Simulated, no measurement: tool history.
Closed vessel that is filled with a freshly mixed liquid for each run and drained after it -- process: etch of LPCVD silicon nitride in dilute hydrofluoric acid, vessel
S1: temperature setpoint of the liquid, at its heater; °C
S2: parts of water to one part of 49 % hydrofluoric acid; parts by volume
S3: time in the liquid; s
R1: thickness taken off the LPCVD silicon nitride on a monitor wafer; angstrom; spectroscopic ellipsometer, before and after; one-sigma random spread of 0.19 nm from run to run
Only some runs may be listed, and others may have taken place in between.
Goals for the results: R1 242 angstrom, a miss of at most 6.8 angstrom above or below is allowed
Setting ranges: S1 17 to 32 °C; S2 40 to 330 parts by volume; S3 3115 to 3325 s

run  hour    S1   S2    S3      R1
  1     0    24  185  3115  94.095
  2     3    25  175  3115  106.82
  3    11  21.5  175  3115  85.557
  4  18.1    23  165  3115  97.437
  5  22.7    24  155  3115  112.53
  6  32.2  21.5  155  3115   94.33
  7  39.9    23  150  3115  109.57
  8  44.6    24  145  3115  120.64
  9  53.2    25  140  3115  132.84
 10    57    26  135  3115  147.53
 11  60.7  26.5  135  3115  149.85
 12  68.6  30.5  100  3120   263.1

5 candidate next runs follow, results not yet known. Just one meets every target within its allowed miss. Identify it.
  A  76.5    27   80  3325   ?
  B  76.5  26.5   90  3115   ?
  C  76.5  31.5  115  3120   ?
  D  76.5  31.5  100  3325   ?
  E  76.5  29.5  110  3115   ?

move      R1
   A  278.72
   B  224.87
   C  241.59
   D   296.6
   E  222.82
A: further off than the last run
B: the result that was furthest off in the last run now lies on the other side of its target
C: all results land within tolerance of their targets
D: further off than the last run
E: the result that was furthest off in the last run now lies on the other side of its target
The move that meets every target is C.
